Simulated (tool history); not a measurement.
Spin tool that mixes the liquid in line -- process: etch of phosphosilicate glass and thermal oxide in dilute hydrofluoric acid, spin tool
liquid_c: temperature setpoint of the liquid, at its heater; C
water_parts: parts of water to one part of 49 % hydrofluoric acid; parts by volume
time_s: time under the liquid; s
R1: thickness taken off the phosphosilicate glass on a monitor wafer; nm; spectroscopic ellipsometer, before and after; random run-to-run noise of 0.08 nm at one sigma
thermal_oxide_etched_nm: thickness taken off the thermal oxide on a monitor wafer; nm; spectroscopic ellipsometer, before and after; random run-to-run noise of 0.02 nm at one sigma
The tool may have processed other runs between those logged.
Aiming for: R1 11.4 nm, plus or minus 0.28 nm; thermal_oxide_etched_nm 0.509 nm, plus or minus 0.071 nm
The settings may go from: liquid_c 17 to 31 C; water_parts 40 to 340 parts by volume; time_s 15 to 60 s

Run 1, hour 0: liquid_c 23 C, water_parts 190 parts by volume, time_s 30 s. Result: R1 14.999 nm, thermal_oxide_etched_nm 0.71353 nm.
Run 2, hour 3.5: liquid_c 23 C, water_parts 190 parts by volume, time_s 40 s. Result: R1 20.125 nm, thermal_oxide_etched_nm 0.84586 nm.
Run 3, hour 7.5: liquid_c 23 C, water_parts 125 parts by volume, time_s 40 s. Result: R1 32.767 nm, thermal_oxide_etched_nm 1.4616 nm.
Run 4, hour 8.6: liquid_c 23 C, water_parts 90 parts by volume, time_s 40 s. Result: R1 47.767 nm, thermal_oxide_etched_nm 1.9153 nm.
Run 5, hour 14.3: liquid_c 23 C, water_parts 90 parts by volume, time_s 50 s. Result: R1 59.046 nm, thermal_oxide_etched_nm 2.5417 nm.
Run 6, hour 22.9: liquid_c 22 C, water_parts 120 parts by volume, time_s 50 s. Result: R1 41.094 nm, thermal_oxide_etched_nm 1.8841 nm.
Run 7, hour 25.1: liquid_c 21.5 C, water_parts 140 parts by volume, time_s 50 s. Result: R1 33.681 nm, thermal_oxide_etched_nm 1.4407 nm.
Run 8, hour 33.7: liquid_c 21 C, water_parts 155 parts by volume, time_s 50 s. Result: R1 29.742 nm, thermal_oxide_etched_nm 1.433 nm.
Run 9, hour 42.3: liquid_c 21 C, water_parts 175 parts by volume, time_s 50 s. Result: R1 25.956 nm, thermal_oxide_etched_nm 1.1742 nm.
Run 10, hour 49.1: liquid_c 20.5 C, water_parts 190 parts by volume, time_s 50 s. Result: R1 23.171 nm, thermal_oxide_etched_nm 1.0026 nm.
Run 11, hour 57.6: liquid_c 18 C, water_parts 265 parts by volume, time_s 50 s. Result: R1 13.776 nm, thermal_oxide_etched_nm 0.62224 nm.
Run 12, hour 61: liquid_c 18 C, water_parts 270 parts by volume, time_s 50 s. Result: R1 13.542 nm, thermal_oxide_etched_nm 0.61361 nm.
Run 13, hour 63.3: liquid_c 18 C, water_parts 275 parts by volume, time_s 50 s. Result: R1 13.023 nm, thermal_oxide_etched_nm 0.59029 nm.
Run 14, hour 71.9: liquid_c 18 C, water_parts 280 parts by volume, time_s 50 s. Result: R1 12.968 nm, thermal_oxide_etched_nm 0.60224 nm.
Run 15, hour 73.4: liquid_c 18 C, water_parts 285 parts by volume, time_s 50 s. Result: R1 12.803 nm, thermal_oxide_etched_nm 0.56802 nm.
Run 16, hour 81.9: liquid_c 17.5 C, water_parts 290 parts by volume, time_s 50 s. Result: R1 12.222 nm, thermal_oxide_etched_nm 0.5315 nm.
Run 17, hour 82.6: liquid_c 17.5 C, water_parts 290 parts by volume, time_s 50 s. Result: R1 12.109 nm, thermal_oxide_etched_nm 0.57147 nm.
Run 18, hour 84.6: liquid_c 17.5 C, water_parts 295 parts by volume, time_s 50 s. Result: R1 11.882 nm, thermal_oxide_etched_nm 0.5136 nm.

5 next moves are on the table. One of them brings every result within its allowed miss. Which?
Run A, hour 86.6: liquid_c 24 C, water_parts 320 parts by volume, time_s 45 s. Result: R1 ?, thermal_oxide_etched_nm ?.
Run B, hour 86.6: liquid_c 17 C, water_parts 210 parts by volume, time_s 35 s. Result: R1 ?, thermal_oxide_etched_nm ?.
Run C, hour 86.6: liquid_c 27.5 C, water_parts 320 parts by volume, time_s 40 s. Result: R1 ?, thermal_oxide_etched_nm ?.
Run D, hour 86.6: liquid_c 19 C, water_parts 320 parts by volume, time_s 50 s. Result: R1 ?, thermal_oxide_etched_nm ?.
Run E, hour 86.6: liquid_c 19 C, water_parts 310 parts by volume, time_s 50 s. Result: R1 ?, thermal_oxide_etched_nm ?.

move      R1  thermal_oxide_etched_nm
   A  12.344                  0.54372
   B   12.51                  0.55102
   C  12.341                  0.54357
   D  11.488                  0.50601
   E  11.961                  0.52686
A: its largest miss is bigger than the last run's
B: its largest miss is bigger than the last run's
C: its largest miss is bigger than the last run's
D: all results land within tolerance of their targets
E: its largest miss is bigger than the last run's
The move that meets every target is D.
